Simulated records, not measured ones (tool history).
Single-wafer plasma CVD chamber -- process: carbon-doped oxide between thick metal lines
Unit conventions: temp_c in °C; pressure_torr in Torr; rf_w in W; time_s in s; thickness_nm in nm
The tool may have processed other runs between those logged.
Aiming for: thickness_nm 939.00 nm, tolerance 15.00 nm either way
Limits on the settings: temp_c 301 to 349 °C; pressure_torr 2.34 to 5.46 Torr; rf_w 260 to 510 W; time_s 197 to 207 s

{"run": 1, "hour": 0.0, "temp_c": 325, "pressure_torr": 3.9, "rf_w": 385, "time_s": 207, "thickness_nm": 844.67}
{"run": 2, "hour": 8.9, "temp_c": 321, "pressure_torr": 4.12, "rf_w": 390, "time_s": 207, "thickness_nm": 880.0}
{"run": 3, "hour": 10.2, "temp_c": 327, "pressure_torr": 4.12, "rf_w": 390, "time_s": 207, "thickness_nm": 854.99}
{"run": 4, "hour": 13.5, "temp_c": 323, "pressure_torr": 4.12, "rf_w": 390, "time_s": 207, "thickness_nm": 858.38}
{"run": 5, "hour": 16.4, "temp_c": 330, "pressure_torr": 4.12, "rf_w": 390, "time_s": 207, "thickness_nm": 851.07}
{"run": 6, "hour": 18.1, "temp_c": 330, "pressure_torr": 4.12, "rf_w": 390, "time_s": 207, "thickness_nm": 846.35}
{"run": 7, "hour": 20.3, "temp_c": 325, "pressure_torr": 4.31, "rf_w": 390, "time_s": 207, "thickness_nm": 876.8}
{"run": 8, "hour": 23.9, "temp_c": 325, "pressure_torr": 4.31, "rf_w": 390, "time_s": 207, "thickness_nm": 860.47}
{"run": 9, "hour": 26.1, "temp_c": 325, "pressure_torr": 4.31, "rf_w": 390, "time_s": 207, "thickness_nm": 872.8}
{"run": 10, "hour": 30.7, "temp_c": 321, "pressure_torr": 4.41, "rf_w": 390, "time_s": 207, "thickness_nm": 885.77}
{"run": 11, "hour": 36.4, "temp_c": 318, "pressure_torr": 4.5, "rf_w": 390, "time_s": 207, "thickness_nm": 907.62}
{"run": 12, "hour": 43.0, "temp_c": 316, "pressure_torr": 4.53, "rf_w": 390, "time_s": 207, "thickness_nm": 902.31}
{"run": 13, "hour": 44.9, "temp_c": 314, "pressure_torr": 4.61, "rf_w": 390, "time_s": 207, "thickness_nm": 920.02}

Which one of the following 4 next-run settings gets every result inside its allowed miss? There is exactly one.
{"run": "A", "hour": 46.8, "temp_c": 314, "pressure_torr": 3.84, "rf_w": 415, "time_s": 207, "thickness_nm": "?"}
{"run": "B", "hour": 46.8, "temp_c": 314, "pressure_torr": 4.34, "rf_w": 400, "time_s": 202, "thickness_nm": "?"}
{"run": "C", "hour": 46.8, "temp_c": 314, "pressure_torr": 4.72, "rf_w": 385, "time_s": 205, "thickness_nm": "?"}
{"run": "D", "hour": 46.8, "temp_c": 309, "pressure_torr": 4.48, "rf_w": 380, "time_s": 203, "thickness_nm": "?"}

move=A thickness_nm=929.57
move=B thickness_nm=899.98
move=C thickness_nm=897.13
move=D thickness_nm=884.22
A: hits every target within its allowed miss
B: lands further from the targets than the last run did
C: lands further from the targets than the last run did
D: lands further from the targets than the last run did
Go with A: it meets all targets.
